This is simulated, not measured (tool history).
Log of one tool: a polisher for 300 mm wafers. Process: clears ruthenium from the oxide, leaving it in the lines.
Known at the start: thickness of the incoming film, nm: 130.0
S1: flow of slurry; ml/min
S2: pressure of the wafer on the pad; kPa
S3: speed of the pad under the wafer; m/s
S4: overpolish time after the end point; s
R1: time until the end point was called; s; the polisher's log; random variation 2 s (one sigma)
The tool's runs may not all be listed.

Run 1, hour 0: S1 225 ml/min, S2 18.6 kPa, S3 0.98 m/s, S4 10 s. Result: R1 97.805 s.
Run 2, hour 2.7: S1 225 ml/min, S2 18.6 kPa, S3 0.98 m/s, S4 9 s. Result: R1 95.148 s.
Run 3, hour 10.6: S1 225 ml/min, S2 22.8 kPa, S3 0.98 m/s, S4 9 s. Result: R1 80.056 s.
Run 4, hour 12.8: S1 225 ml/min, S2 21.4 kPa, S3 0.96 m/s, S4 9 s. Result: R1 83.457 s.
Run 5, hour 14.2: S1 225 ml/min, S2 25.5 kPa, S3 0.96 m/s, S4 9 s. Result: R1 71.463 s.
At hour 20.2: worn pad replaced by a new one.
Run 6, hour 20.2: S1 225 ml/min, S2 24.1 kPa, S3 0.94 m/s, S4 9 s. Result: R1 68.496 s.
Run 7, hour 21.2: S1 225 ml/min, S2 22.8 kPa, S3 0.94 m/s, S4 9 s. Result: R1 72.005 s.
Run 8, hour 27.2: S1 225 ml/min, S2 21.4 kPa, S3 0.96 m/s, S4 9 s. Result: R1 74.508 s.

Forecast run 9:
Run 9, hour 32.4: S1 220 ml/min, S2 19.3 kPa, S3 0.96 m/s, S4 9 s. Result: R1 ?.

{"run 9": {"R1": 83.676}}
